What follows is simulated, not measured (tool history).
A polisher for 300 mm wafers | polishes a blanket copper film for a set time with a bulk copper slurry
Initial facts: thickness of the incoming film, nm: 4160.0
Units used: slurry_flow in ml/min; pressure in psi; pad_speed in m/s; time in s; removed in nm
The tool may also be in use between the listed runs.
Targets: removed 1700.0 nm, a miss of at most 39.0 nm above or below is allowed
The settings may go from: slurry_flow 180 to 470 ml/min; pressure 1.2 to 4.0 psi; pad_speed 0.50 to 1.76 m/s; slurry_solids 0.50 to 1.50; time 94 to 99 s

{"run": 1, "hour": 0.0, "slurry_flow": 300, "pressure": 2.6, "pad_speed": 1.12, "slurry_solids": 1.0, "time": 94, "removed": 1055.0}
{"run": 2, "hour": 6.6, "slurry_flow": 300, "pressure": 2.6, "pad_speed": 1.12, "slurry_solids": 1.1, "time": 94, "removed": 1085.4}
{"run": 3, "hour": 15.0, "slurry_flow": 305, "pressure": 2.8, "pad_speed": 1.12, "slurry_solids": 1.1, "time": 94, "removed": 1147.2}
{"run": 4, "hour": 22.8, "slurry_flow": 280, "pressure": 2.8, "pad_speed": 1.12, "slurry_solids": 1.1, "time": 94, "removed": 1126.9}
{"run": 5, "hour": 30.1, "slurry_flow": 325, "pressure": 2.8, "pad_speed": 1.12, "slurry_solids": 1.1, "time": 94, "removed": 1154.4}
{"run": 6, "hour": 37.9, "slurry_flow": 365, "pressure": 2.8, "pad_speed": 1.12, "slurry_solids": 1.1, "time": 94, "removed": 1161.4}
{"run": 7, "hour": 43.9, "slurry_flow": 365, "pressure": 3.5, "pad_speed": 1.14, "slurry_solids": 1.1, "time": 94, "removed": 1395.7}
{"run": 8, "hour": 52.2, "slurry_flow": 365, "pressure": 3.6, "pad_speed": 1.16, "slurry_solids": 1.1, "time": 94, "removed": 1443.0}
{"run": 9, "hour": 54.6, "slurry_flow": 365, "pressure": 3.7, "pad_speed": 1.18, "slurry_solids": 1.1, "time": 94, "removed": 1471.9}
{"run": 10, "hour": 58.5, "slurry_flow": 365, "pressure": 3.8, "pad_speed": 1.2, "slurry_solids": 1.1, "time": 94, "removed": 1528.8}
{"run": 11, "hour": 60.4, "slurry_flow": 370, "pressure": 3.8, "pad_speed": 1.22, "slurry_solids": 1.1, "time": 94, "removed": 1548.7}
{"run": 12, "hour": 62.2, "slurry_flow": 375, "pressure": 4.0, "pad_speed": 1.24, "slurry_solids": 1.1, "time": 94, "removed": 1645.8}
{"run": 13, "hour": 66.6, "slurry_flow": 375, "pressure": 4.0, "pad_speed": 1.26, "slurry_solids": 1.1, "time": 94, "removed": 1671.8}

Pick the move, out of 4, that brings all results within their allowed miss; only one does.
{"run": "A", "hour": 71.0, "slurry_flow": 365, "pressure": 3.9, "pad_speed": 1.28, "slurry_solids": 1.35, "time": 94, "removed": "?"}
{"run": "B", "hour": 71.0, "slurry_flow": 345, "pressure": 4.0, "pad_speed": 1.2, "slurry_solids": 1.2, "time": 94, "removed": "?"}
{"run": "C", "hour": 71.0, "slurry_flow": 325, "pressure": 3.1, "pad_speed": 1.72, "slurry_solids": 0.9, "time": 96, "removed": "?"}
{"run": "D", "hour": 71.0, "slurry_flow": 315, "pressure": 4.0, "pad_speed": 1.14, "slurry_solids": 1.2, "time": 96, "removed": "?"}

move=A removed=1705.2
move=B removed=1623.9
move=C removed=1612.5
move=D removed=1594.4
A: meets every target
B: further off than the last run
C: further off than the last run
D: further off than the last run
Go with A: it meets all targets.

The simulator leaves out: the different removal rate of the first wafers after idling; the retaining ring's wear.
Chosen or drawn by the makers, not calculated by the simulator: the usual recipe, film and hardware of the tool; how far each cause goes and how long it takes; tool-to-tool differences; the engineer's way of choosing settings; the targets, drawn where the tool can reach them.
